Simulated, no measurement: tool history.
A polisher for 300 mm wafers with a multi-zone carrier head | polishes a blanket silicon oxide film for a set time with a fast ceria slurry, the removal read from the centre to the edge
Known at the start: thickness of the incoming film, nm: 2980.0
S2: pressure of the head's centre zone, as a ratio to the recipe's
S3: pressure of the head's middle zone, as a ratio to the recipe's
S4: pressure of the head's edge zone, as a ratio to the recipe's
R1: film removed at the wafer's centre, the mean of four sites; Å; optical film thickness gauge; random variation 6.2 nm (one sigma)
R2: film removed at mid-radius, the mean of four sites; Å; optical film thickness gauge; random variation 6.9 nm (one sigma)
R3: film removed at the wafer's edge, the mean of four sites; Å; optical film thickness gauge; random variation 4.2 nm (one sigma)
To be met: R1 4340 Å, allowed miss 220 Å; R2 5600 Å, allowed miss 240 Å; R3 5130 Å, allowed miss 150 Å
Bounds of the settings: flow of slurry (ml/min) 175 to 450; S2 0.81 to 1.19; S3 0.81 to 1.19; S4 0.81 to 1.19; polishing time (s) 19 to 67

Run 1, hour 0: flow of slurry (ml/min) 290, S2 1, S3 1, S4 1, polishing time (s) 43. Result: R1 5522.9 Å, R2 5413.4 Å, R3 5552 Å.
Run 2, hour 2.1: flow of slurry (ml/min) 290, S2 1, S3 1, S4 0.93, polishing time (s) 43. Result: R1 5486.5 Å, R2 5479.4 Å, R3 5503 Å.
Run 3, hour 3.1: flow of slurry (ml/min) 285, S2 0.95, S3 1.03, S4 0.92, polishing time (s) 42. Result: R1 5088.1 Å, R2 5531.4 Å, R3 5284.4 Å.
Run 4, hour 5.5: flow of slurry (ml/min) 280, S2 0.91, S3 1.03, S4 0.92, polishing time (s) 42. Result: R1 4843.7 Å, R2 5504 Å, R3 5300.5 Å.
Run 5, hour 7.1: flow of slurry (ml/min) 280, S2 0.91, S3 0.99, S4 0.92, polishing time (s) 42. Result: R1 4895.9 Å, R2 5318.6 Å, R3 5249.1 Å.
Run 6, hour 15.4: flow of slurry (ml/min) 280, S2 0.91, S3 0.99, S4 0.99, polishing time (s) 42. Result: R1 4865.7 Å, R2 5208.6 Å, R3 5392.2 Å.
Run 7, hour 23.6: flow of slurry (ml/min) 280, S2 0.89, S3 1.02, S4 0.97, polishing time (s) 42. Result: R1 4722.8 Å, R2 5412.8 Å, R3 5391.8 Å.
Run 8, hour 30.3: flow of slurry (ml/min) 275, S2 0.88, S3 1.03, S4 0.95, polishing time (s) 42. Result: R1 4771 Å, R2 5499.8 Å, R3 5338.4 Å.
Run 9, hour 32.7: flow of slurry (ml/min) 275, S2 0.86, S3 1.04, S4 0.94, polishing time (s) 42. Result: R1 4572.1 Å, R2 5493.9 Å, R3 5226.1 Å.
Run 10, hour 37.7: flow of slurry (ml/min) 275, S2 0.85, S3 1.05, S4 0.94, polishing time (s) 42. Result: R1 4595.3 Å, R2 5612.6 Å, R3 5297.1 Å.

5 next moves are on the table. One of them brings every result within its allowed miss. Which?
Run A, hour 42.7: flow of slurry (ml/min) 305, S2 0.81, S3 1.02, S4 0.89, polishing time (s) 45. Result: R1 ?, R2 ?, R3 ?.
Run B, hour 42.7: flow of slurry (ml/min) 285, S2 0.92, S3 1.04, S4 0.9, polishing time (s) 42. Result: R1 ?, R2 ?, R3 ?.
Run C, hour 42.7: flow of slurry (ml/min) 245, S2 0.81, S3 1.01, S4 1.02, polishing time (s) 44. Result: R1 ?, R2 ?, R3 ?.
Run D, hour 42.7: flow of slurry (ml/min) 250, S2 0.86, S3 1.02, S4 0.92, polishing time (s) 44. Result: R1 ?, R2 ?, R3 ?.
Run E, hour 42.7: flow of slurry (ml/min) 265, S2 0.82, S3 1.07, S4 0.9, polishing time (s) 42. Result: R1 ?, R2 ?, R3 ?.

move      R1      R2      R3
   A    4688  5899.4  5614.5
   B    4941  5558.7  5238.2
   C  4472.9  5594.9    5734
   D  4763.6  5653.5    5485
   E    4365  5656.6  5207.2
A: further off than the last run
B: further off than the last run
C: brings the result that was furthest off to its target, and leaves another outside
D: further off than the last run
E: meets every target
Move E is the one to make.
